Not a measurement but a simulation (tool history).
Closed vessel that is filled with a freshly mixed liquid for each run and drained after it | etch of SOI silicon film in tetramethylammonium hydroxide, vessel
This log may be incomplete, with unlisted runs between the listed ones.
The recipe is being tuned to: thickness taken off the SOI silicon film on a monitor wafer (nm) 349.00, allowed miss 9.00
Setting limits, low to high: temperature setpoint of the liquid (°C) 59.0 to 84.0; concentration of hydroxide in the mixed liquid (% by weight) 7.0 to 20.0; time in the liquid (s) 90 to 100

| run | hour | temperature setpoint of the liquid (°C) | concentration of hydroxide in the mixed liquid (% by weight) | time in the liquid (s) | thickness taken off the SOI silicon film on a monitor wafer (nm) |
|---|---|---|---|---|---|
| 1 | 0.0 | 72.0 | 13.5 | 90 | 605.77 |
| 2 | 8.4 | 70.0 | 13.5 | 90 | 547.29 |
| 3 | 12.2 | 68.0 | 13.5 | 90 | 481.91 |
| 4 | 19.0 | 71.5 | 13.5 | 90 | 591.94 |
| 5 | 25.4 | 74.5 | 13.5 | 90 | 715.47 |
| 6 | 28.6 | 71.5 | 13.5 | 90 | 601.03 |
| 7 | 32.0 | 69.5 | 13.5 | 90 | 533.46 |
| 8 | 40.2 | 68.0 | 13.5 | 90 | 479.55 |
| 9 | 44.1 | 67.0 | 13.5 | 90 | 454.99 |
| 10 | 47.2 | 66.0 | 13.5 | 90 | 425.09 |
| 11 | 50.4 | 65.0 | 13.5 | 90 | 407.58 |
| 12 | 57.2 | 61.5 | 13.5 | 90 | 329.18 |
| 13 | 65.4 | 62.0 | 13.5 | 90 | 336.40 |

Of the 4 settings listed for the next run, only one would bring every result within its allowed miss of target. Which one?
| A | 73.6 | 60.5 | 15.5 | 100 | ? |
| B | 73.6 | 61.5 | 14.0 | 90 | ? |
| C | 73.6 | 60.5 | 13.5 | 95 | ? |
| D | 73.6 | 62.5 | 15.0 | 95 | ? |

| move | thickness taken off the SOI silicon film on a monitor wafer (nm) |
|---|---|
| A | 319.99 |
| B | 321.31 |
| C | 324.58 |
| D | 347.59 |
A: misses by more than the last run did
B: misses by more than the last run did
C: misses by more than the last run did
D: each result inside its tolerance
The move that meets every target is D.
